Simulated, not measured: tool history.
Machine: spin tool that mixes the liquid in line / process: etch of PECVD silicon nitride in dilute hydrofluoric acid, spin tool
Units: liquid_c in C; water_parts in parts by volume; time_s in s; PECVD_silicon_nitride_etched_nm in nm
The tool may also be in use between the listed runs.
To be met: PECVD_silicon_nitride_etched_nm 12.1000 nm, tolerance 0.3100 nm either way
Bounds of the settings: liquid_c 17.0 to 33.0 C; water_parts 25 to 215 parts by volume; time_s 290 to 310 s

run	hour	liquid_c	water_parts	time_s	PECVD_silicon_nitride_etched_nm
1	0.0	25.0	120	290	7.7491
2	1.1	26.5	120	290	8.3319
3	5.0	26.5	165	290	6.0729
4	13.7	28.0	155	290	7.0733
5	19.6	29.0	150	290	7.8853
6	21.4	30.0	145	290	8.7087
7	29.4	30.5	140	290	9.3315
# hour 35.4: hydrofluoric acid flow meter replaced
8	35.4	31.0	135	290	10.5310
9	39.8	31.5	135	290	11.0370
10	48.9	32.0	135	290	11.4560
11	49.8	32.5	135	290	11.5710

Which of these 4 next moves meets every target?
A	50.7	32.0	130	300	?
B	50.7	31.5	135	305	?
C	50.7	31.5	120	300	?
D	50.7	33.0	135	310	?

move	PECVD_silicon_nitride_etched_nm
A	12.0800
B	11.4640
C	12.7110
D	12.7580
A: all results in spec
B: the biggest miss grows against the last run
C: the result that was furthest off in the last run now lies on the other side of its target
D: the result that was furthest off in the last run now lies on the other side of its target
Correct choice: A, which meets every target
